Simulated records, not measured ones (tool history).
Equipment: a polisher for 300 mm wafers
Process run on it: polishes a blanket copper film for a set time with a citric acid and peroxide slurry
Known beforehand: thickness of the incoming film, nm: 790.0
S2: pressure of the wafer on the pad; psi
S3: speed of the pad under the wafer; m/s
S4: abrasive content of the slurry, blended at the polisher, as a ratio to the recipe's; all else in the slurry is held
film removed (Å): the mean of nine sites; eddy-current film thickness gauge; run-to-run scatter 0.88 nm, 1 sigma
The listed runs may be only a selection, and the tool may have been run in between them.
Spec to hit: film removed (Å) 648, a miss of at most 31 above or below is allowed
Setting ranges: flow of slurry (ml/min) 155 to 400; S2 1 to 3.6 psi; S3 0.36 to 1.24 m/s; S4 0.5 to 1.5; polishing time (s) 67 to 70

run 1 day=0 | flow_of_slurry_(ml/min)=255 S2=2.3 S3=0.8 S4=1 polishing_time_(s)=67 | film_removed_(Å)=1051.6
run 2 day=0.25 | flow_of_slurry_(ml/min)=210 S2=2.3 S3=0.8 S4=1 polishing_time_(s)=67 | film_removed_(Å)=1012.4
run 3 day=0.462 | flow_of_slurry_(ml/min)=210 S2=2.1 S3=0.8 S4=1 polishing_time_(s)=67 | film_removed_(Å)=989.72
run 4 day=0.688 | flow_of_slurry_(ml/min)=210 S2=1.7 S3=0.8 S4=1 polishing_time_(s)=67 | film_removed_(Å)=840.84
-- day=0.85 head pressure recalibrated
run 5 day=0.85 | flow_of_slurry_(ml/min)=210 S2=1.6 S3=0.8 S4=1 polishing_time_(s)=67 | film_removed_(Å)=768.88
run 6 day=1.004 | flow_of_slurry_(ml/min)=210 S2=1.6 S3=0.8 S4=1 polishing_time_(s)=67 | film_removed_(Å)=750.61
run 7 day=1.154 | flow_of_slurry_(ml/min)=210 S2=1.5 S3=0.8 S4=1 polishing_time_(s)=67 | film_removed_(Å)=721.86
run 8 day=1.471 | flow_of_slurry_(ml/min)=210 S2=1.4 S3=0.8 S4=1 polishing_time_(s)=67 | film_removed_(Å)=695.15

Consider the 5 candidate settings below. Which is the only one whose results all fall within their allowed miss of target?
run A day=1.788 | flow_of_slurry_(ml/min)=200 S2=1.6 S3=0.76 S4=0.95 polishing_time_(s)=70 | film_removed_(Å)=?
run B day=1.788 | flow_of_slurry_(ml/min)=235 S2=1.6 S3=0.78 S4=0.95 polishing_time_(s)=67 | film_removed_(Å)=?
run C day=1.788 | flow_of_slurry_(ml/min)=195 S2=1.3 S3=0.78 S4=1.1 polishing_time_(s)=68 | film_removed_(Å)=?
run D day=1.788 | flow_of_slurry_(ml/min)=200 S2=1.4 S3=0.94 S4=0.5 polishing_time_(s)=70 | film_removed_(Å)=?
run E day=1.788 | flow_of_slurry_(ml/min)=220 S2=1.6 S3=0.7 S4=1.35 polishing_time_(s)=70 | film_removed_(Å)=?

move=A film_removed_(Å)=722.8
move=B film_removed_(Å)=725.24
move=C film_removed_(Å)=644.75
move=D film_removed_(Å)=735.8
move=E film_removed_(Å)=721.97
A: further off than the last run
B: further off than the last run
C: all results in spec
D: further off than the last run
E: further off than the last run
The move that meets every target is C.
